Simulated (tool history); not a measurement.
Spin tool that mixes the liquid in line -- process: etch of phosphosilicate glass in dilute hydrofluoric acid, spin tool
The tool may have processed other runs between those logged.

run	hour	temperature setpoint of the liquid (K)	parts of water to one part of 49 % hydrofluoric acid (parts by volume)	time under the liquid (s)	thickness taken off the phosphosilicate glass on a monitor wafer (nm)
1	0	295.15	120	15	15.379
2	5.8	297.15	90	15	23.157
3	10.5	297.15	130	15	15.604
4	14.2	299.15	105	15	21.17
5	17.5	299.15	90	15	24.867
6	19.9	300.15	75	15	32.061
7	20.9	301.15	65	15	39.494
8	27.6	301.65	60	15	43.959
9	32.6	301.65	60	15	42.957
# hour 33.4: thermometer replaced
10	33.4	302.15	60	15	46.931
11	37.5	302.65	60	15	48.085

What will run 12 give?
12	44.7	303.15	60	15	?

thickness taken off the phosphosilicate glass on a monitor wafer (nm): 48.888

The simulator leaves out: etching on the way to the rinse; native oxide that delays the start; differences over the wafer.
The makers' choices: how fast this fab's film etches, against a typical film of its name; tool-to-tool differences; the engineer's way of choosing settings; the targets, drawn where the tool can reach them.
